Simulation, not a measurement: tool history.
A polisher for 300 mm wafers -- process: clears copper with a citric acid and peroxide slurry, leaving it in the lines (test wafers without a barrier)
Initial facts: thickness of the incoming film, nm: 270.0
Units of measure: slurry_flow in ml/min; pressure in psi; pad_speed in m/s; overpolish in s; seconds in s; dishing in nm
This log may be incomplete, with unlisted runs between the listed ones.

Run 1, hour 0.0: slurry_flow 180 ml/min, pressure 3.6 psi, pad_speed 1.06 m/s, slurry_solids 1.0, overpolish 15 s. Result: seconds 95.984 s, dishing 28.690 nm.
Run 2, hour 6.2: slurry_flow 190 ml/min, pressure 3.2 psi, pad_speed 1.04 m/s, slurry_solids 1.0, overpolish 13 s. Result: seconds 109.580 s, dishing 22.646 nm.
Run 3, hour 11.2: slurry_flow 190 ml/min, pressure 3.2 psi, pad_speed 1.04 m/s, slurry_solids 1.0, overpolish 17 s. Result: seconds 109.270 s, dishing 28.693 nm.
Run 4, hour 13.6: slurry_flow 195 ml/min, pressure 2.9 psi, pad_speed 1.02 m/s, slurry_solids 1.0, overpolish 14 s. Result: seconds 122.470 s, dishing 21.715 nm.
At hour 14.3: slurry blender recalibrated.
Run 5, hour 14.3: slurry_flow 240 ml/min, pressure 2.9 psi, pad_speed 1.02 m/s, slurry_solids 1.0, overpolish 14 s. Result: seconds 105.910 s, dishing 24.717 nm.
Run 6, hour 18.7: slurry_flow 240 ml/min, pressure 3.4 psi, pad_speed 1.02 m/s, slurry_solids 1.0, overpolish 14 s. Result: seconds 89.467 s, dishing 28.540 nm.
Run 7, hour 21.9: slurry_flow 225 ml/min, pressure 3.1 psi, pad_speed 1.02 m/s, slurry_solids 1.0, overpolish 12 s. Result: seconds 101.210 s, dishing 23.112 nm.
Run 8, hour 30.1: slurry_flow 205 ml/min, pressure 2.9 psi, pad_speed 1.02 m/s, slurry_solids 1.0, overpolish 11 s. Result: seconds 105.330 s, dishing 19.766 nm.
Run 9, hour 38.3: slurry_flow 180 ml/min, pressure 2.7 psi, pad_speed 1.02 m/s, slurry_solids 1.0, overpolish 11 s. Result: seconds 117.650 s, dishing 17.998 nm.
Run 10, hour 42.9: slurry_flow 165 ml/min, pressure 2.5 psi, pad_speed 1.02 m/s, slurry_solids 1.0, overpolish 11 s. Result: seconds 129.480 s, dishing 16.521 nm.
Run 11, hour 44.5: slurry_flow 155 ml/min, pressure 2.4 psi, pad_speed 1.02 m/s, slurry_solids 1.0, overpolish 11 s. Result: seconds 130.500 s, dishing 15.999 nm.
Run 12, hour 49.9: slurry_flow 145 ml/min, pressure 2.3 psi, pad_speed 1.02 m/s, slurry_solids 1.0, overpolish 11 s. Result: seconds 142.640 s, dishing 15.408 nm.
Run 13, hour 53.6: slurry_flow 140 ml/min, pressure 2.3 psi, pad_speed 1.02 m/s, slurry_solids 1.0, overpolish 11 s. Result: seconds 142.320 s, dishing 15.245 nm.

Expected results for the next run?
Run 14, hour 55.1: slurry_flow 135 ml/min, pressure 2.2 psi, pad_speed 1.02 m/s, slurry_solids 1.0, overpolish 11 s. Result: seconds ?, dishing ?.

Run 14 gave seconds 149.490 s, dishing 14.698 nm.
